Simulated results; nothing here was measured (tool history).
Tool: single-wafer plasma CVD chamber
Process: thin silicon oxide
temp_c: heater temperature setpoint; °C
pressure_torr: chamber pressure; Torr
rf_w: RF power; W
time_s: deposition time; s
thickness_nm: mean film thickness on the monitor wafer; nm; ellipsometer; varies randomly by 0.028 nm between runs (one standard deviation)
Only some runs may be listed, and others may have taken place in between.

| run | hour | temp_c | pressure_torr | rf_w | time_s | thickness_nm |
|---|---|---|---|---|---|---|
| 1 | 0.0 | 415 | 0.850 | 280 | 6.60 | 12.533 |
| 2 | 5.4 | 415 | 0.813 | 280 | 6.60 | 12.067 |
| 3 | 10.4 | 415 | 0.813 | 255 | 6.60 | 11.692 |
| 4 | 17.0 | 415 | 0.813 | 270 | 6.60 | 11.980 |
| 5 | 20.1 | 415 | 0.780 | 270 | 6.60 | 11.524 |
| 6 | 22.3 | 415 | 0.780 | 235 | 6.60 | 10.962 |
| 7 | 24.5 | 415 | 0.762 | 235 | 6.60 | 10.859 |
| 8 | 29.7 | 415 | 0.762 | 235 | 6.60 | 10.789 |

What will run 9 give?
| 9 | 33.1 | 415 | 0.747 | 235 | 6.60 | ? |

thickness_nm: 10.611 nm
